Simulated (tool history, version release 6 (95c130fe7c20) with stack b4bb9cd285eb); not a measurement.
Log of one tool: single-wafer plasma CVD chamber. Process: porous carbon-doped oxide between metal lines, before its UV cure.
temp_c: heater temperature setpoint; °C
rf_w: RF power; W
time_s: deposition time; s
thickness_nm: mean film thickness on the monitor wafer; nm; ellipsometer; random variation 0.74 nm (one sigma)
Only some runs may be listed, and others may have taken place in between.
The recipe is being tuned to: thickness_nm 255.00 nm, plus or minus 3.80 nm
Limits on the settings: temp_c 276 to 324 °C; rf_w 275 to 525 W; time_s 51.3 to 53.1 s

run,day,temp_c,rf_w,time_s,thickness_nm
1,0.000,300,400,51.3,212.51
2,0.129,300,365,51.3,199.94
3,0.225,300,335,51.3,187.27
4,0.529,290,335,51.3,196.73
5,0.662,287,360,51.4,212.11
6,0.717,282,360,51.4,218.12
7,1.021,281,375,51.5,226.51
8,1.329,280,385,51.5,229.95
9,1.692,279,395,51.5,237.39
10,1.996,278,400,51.5,238.75
11,2.350,278,410,51.5,244.05
12,2.600,278,410,51.5,244.48
13,2.712,278,415,51.5,248.50
14,3.079,277,420,51.5,250.23
15,3.333,277,420,51.5,249.65

Next run, 4 choices. One meets every target within its allowed miss, the rest don't. Which?
A,3.588,283,420,51.6,?
B,3.588,276,395,52.1,?
C,3.588,276,400,52.0,?
D,3.588,276,420,52.0,?

move,thickness_nm
A,242.26
B,243.31
C,245.04
D,253.74
A: moves away from the targets compared with the last run
B: moves away from the targets compared with the last run
C: moves away from the targets compared with the last run
D: in spec on every target
Go with D: it meets all targets.
